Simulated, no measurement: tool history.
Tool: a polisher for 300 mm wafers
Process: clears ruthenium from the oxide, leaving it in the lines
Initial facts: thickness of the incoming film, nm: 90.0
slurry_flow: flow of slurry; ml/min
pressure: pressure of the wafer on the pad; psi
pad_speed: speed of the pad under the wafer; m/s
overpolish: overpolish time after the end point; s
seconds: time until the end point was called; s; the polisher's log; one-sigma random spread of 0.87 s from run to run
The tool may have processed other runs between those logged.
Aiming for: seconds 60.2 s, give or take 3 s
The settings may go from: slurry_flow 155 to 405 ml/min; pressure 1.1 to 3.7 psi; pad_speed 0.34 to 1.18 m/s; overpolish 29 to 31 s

Run 1, day 0: slurry_flow 260 ml/min, pressure 2.4 psi, pad_speed 0.76 m/s, overpolish 29 s. Result: seconds 80.303 s.
Run 2, day 0.321: slurry_flow 290 ml/min, pressure 2.4 psi, pad_speed 0.76 m/s, overpolish 29 s. Result: seconds 81.382 s.
Run 3, day 0.488: slurry_flow 290 ml/min, pressure 1.9 psi, pad_speed 0.76 m/s, overpolish 29 s. Result: seconds 101.22 s.
Run 4, day 0.575: slurry_flow 290 ml/min, pressure 1.9 psi, pad_speed 0.76 m/s, overpolish 29 s. Result: seconds 102.89 s.
Run 5, day 0.654: slurry_flow 245 ml/min, pressure 1.9 psi, pad_speed 0.76 m/s, overpolish 29 s. Result: seconds 103.17 s.
Run 6, day 0.888: slurry_flow 245 ml/min, pressure 1.9 psi, pad_speed 0.92 m/s, overpolish 29 s. Result: seconds 87.214 s.
Run 7, day 1.158: slurry_flow 245 ml/min, pressure 2 psi, pad_speed 0.92 m/s, overpolish 29 s. Result: seconds 81.824 s.
Run 8, day 1.3: slurry_flow 245 ml/min, pressure 2.1 psi, pad_speed 0.92 m/s, overpolish 29 s. Result: seconds 76.877 s.
Run 9, day 1.479: slurry_flow 245 ml/min, pressure 2.2 psi, pad_speed 0.92 m/s, overpolish 29 s. Result: seconds 72.687 s.

Next run, 4 choices. One meets every target within its allowed miss, the rest don't. Which?
Run A, day 1.658: slurry_flow 260 ml/min, pressure 2.3 psi, pad_speed 1.1 m/s, overpolish 29 s. Result: seconds ?.
Run B, day 1.658: slurry_flow 225 ml/min, pressure 2.6 psi, pad_speed 1.06 m/s, overpolish 29 s. Result: seconds ?.
Run C, day 1.658: slurry_flow 215 ml/min, pressure 1.9 psi, pad_speed 0.9 m/s, overpolish 29 s. Result: seconds ?.
Run D, day 1.658: slurry_flow 205 ml/min, pressure 2.2 psi, pad_speed 1.04 m/s, overpolish 29 s. Result: seconds ?.

move  seconds
   A   59.002
   B   55.294
   C   88.429
   D   67.122
A: all results land within tolerance of their targets
B: carries the result that was furthest off beyond its target, to the other side
C: lands further from the targets than the last run did
D: nearer than the last run, and not there yet
A is the move that brings every result within its allowed miss.

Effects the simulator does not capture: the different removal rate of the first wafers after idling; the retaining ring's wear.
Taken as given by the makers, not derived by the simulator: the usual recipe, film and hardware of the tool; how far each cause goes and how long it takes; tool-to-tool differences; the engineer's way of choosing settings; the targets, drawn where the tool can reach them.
